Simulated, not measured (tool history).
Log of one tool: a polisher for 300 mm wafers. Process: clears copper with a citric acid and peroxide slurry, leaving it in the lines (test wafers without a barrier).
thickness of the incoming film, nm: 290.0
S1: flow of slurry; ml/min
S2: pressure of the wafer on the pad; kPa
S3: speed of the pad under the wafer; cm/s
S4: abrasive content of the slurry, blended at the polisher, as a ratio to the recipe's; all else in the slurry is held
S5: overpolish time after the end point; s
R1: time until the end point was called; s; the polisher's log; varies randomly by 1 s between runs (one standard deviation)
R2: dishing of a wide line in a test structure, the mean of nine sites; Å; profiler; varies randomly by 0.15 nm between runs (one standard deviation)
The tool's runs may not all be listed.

Run 1, hour 0.0: S1 240 ml/min, S2 24.1 kPa, S3 136 cm/s, S4 1.00, S5 14 s. Result: R1 77.208 s, R2 307.65 Å.
Run 2, hour 4.6: S1 240 ml/min, S2 29.0 kPa, S3 136 cm/s, S4 1.00, S5 14 s. Result: R1 63.569 s, R2 358.31 Å.
Run 3, hour 12.3: S1 240 ml/min, S2 25.5 kPa, S3 144 cm/s, S4 1.00, S5 12 s. Result: R1 69.990 s, R2 305.16 Å.
Run 4, hour 19.9: S1 265 ml/min, S2 25.5 kPa, S3 130 cm/s, S4 1.10, S5 11 s. Result: R1 74.336 s, R2 270.51 Å.
Run 5, hour 25.9: S1 285 ml/min, S2 25.5 kPa, S3 122 cm/s, S4 1.15, S5 10 s. Result: R1 75.338 s, R2 245.90 Å.
Run 6, hour 33.5: S1 285 ml/min, S2 25.5 kPa, S3 122 cm/s, S4 1.15, S5 14 s. Result: R1 76.226 s, R2 316.51 Å.
Run 7, hour 36.6: S1 285 ml/min, S2 18.6 kPa, S3 160 cm/s, S4 1.15, S5 8 s. Result: R1 83.764 s, R2 184.62 Å.
Run 8, hour 41.3: S1 300 ml/min, S2 17.2 kPa, S3 170 cm/s, S4 1.20, S5 7 s. Result: R1 85.392 s, R2 164.62 Å.
Run 9, hour 48.7: S1 315 ml/min, S2 16.5 kPa, S3 178 cm/s, S4 1.25, S5 6 s. Result: R1 83.654 s, R2 149.33 Å.
Run 10, hour 57.2: S1 325 ml/min, S2 15.9 kPa, S3 184 cm/s, S4 1.30, S5 6 s. Result: R1 84.700 s, R2 146.41 Å.
Run 11, hour 62.4: S1 335 ml/min, S2 15.9 kPa, S3 190 cm/s, S4 1.35, S5 6 s. Result: R1 78.775 s, R2 150.12 Å.

Forecast run 12:
Run 12, hour 70.7: S1 340 ml/min, S2 15.2 kPa, S3 194 cm/s, S4 1.40, S5 6 s. Result: R1 ?, R2 ?.

R1: 81.159 s
R2: 147.65 Å
